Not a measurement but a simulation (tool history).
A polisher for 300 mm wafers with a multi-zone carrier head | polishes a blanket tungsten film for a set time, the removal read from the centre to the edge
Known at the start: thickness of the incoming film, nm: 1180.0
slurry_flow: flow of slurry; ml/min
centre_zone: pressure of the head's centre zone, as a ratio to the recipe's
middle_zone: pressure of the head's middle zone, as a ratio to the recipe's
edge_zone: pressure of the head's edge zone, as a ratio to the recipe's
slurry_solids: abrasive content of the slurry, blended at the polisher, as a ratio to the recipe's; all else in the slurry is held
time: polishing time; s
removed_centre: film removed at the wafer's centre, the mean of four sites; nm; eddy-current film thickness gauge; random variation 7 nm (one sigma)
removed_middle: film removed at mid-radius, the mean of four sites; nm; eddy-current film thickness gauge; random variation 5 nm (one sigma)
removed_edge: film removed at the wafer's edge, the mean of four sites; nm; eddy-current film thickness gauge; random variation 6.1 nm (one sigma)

run  hour  slurry_flow  centre_zone  middle_zone  edge_zone  slurry_solids  time  removed_centre  removed_middle  removed_edge
  1     0          280            1            1          1              1    52          391.64          395.45         406.6
  2     6          285         1.03         0.99       1.03            1.1    53          424.76          405.28        409.04
  3   6.8          285         1.02         0.96       1.03            1.1    56          444.69          413.28        450.59
  4  14.2          285         1.02         0.96       1.03            1.2    56          454.75          423.75        447.07
  5    15          285         1.02         0.95       1.04           1.25    57          475.02          431.41        467.33
  6  20.5          285         1.02         0.95       1.04           1.25    64          528.95           493.3        525.59
  7  29.4          285         1.03         0.94       1.03           1.25    64          536.01          484.08        522.81
  8  30.5          285         1.03         0.93       1.02           1.25    64          529.07           476.5        522.69

Run 9 comes next. What will it give?
  9  36.8          285         1.04         0.92       1.01           1.25    64               ?               ?             ?

{"run 9": {"removed_centre": 534.1, "removed_middle": 473.67, "removed_edge": 508.87}}

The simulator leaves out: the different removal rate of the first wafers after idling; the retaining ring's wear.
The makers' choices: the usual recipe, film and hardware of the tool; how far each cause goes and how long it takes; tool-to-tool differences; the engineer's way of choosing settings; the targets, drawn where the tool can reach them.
